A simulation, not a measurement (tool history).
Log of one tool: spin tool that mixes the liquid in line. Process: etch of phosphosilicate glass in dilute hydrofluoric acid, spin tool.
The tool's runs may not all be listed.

run    day  temperature setpoint of the liquid (K)  parts of water to one part of 49 % hydrofluoric acid (parts by volume)  time under the liquid (s)  thickness taken off the phosphosilicate glass on a monitor wafer (nm)
  1      0                                  299.15                                                                     155                         45                                                                  29.27
  2  0.188                                  297.65                                                                     155                         45                                                                 28.006
  3  0.433                                  296.15                                                                     155                         45                                                                 26.581
  4  0.725                                  296.15                                                                     135                         45                                                                 31.494
  5   0.95                                  296.15                                                                     135                         50                                                                 34.482
  6  1.312                                  296.15                                                                     135                         50                                                                 35.195
  7  1.425                                  295.15                                                                     145                         50                                                                 30.148

Forecast run 8:
  8  1.6                                  294.15                                                                     150                         50                                                                      ?

thickness taken off the phosphosilicate glass on a monitor wafer (nm): 28.2
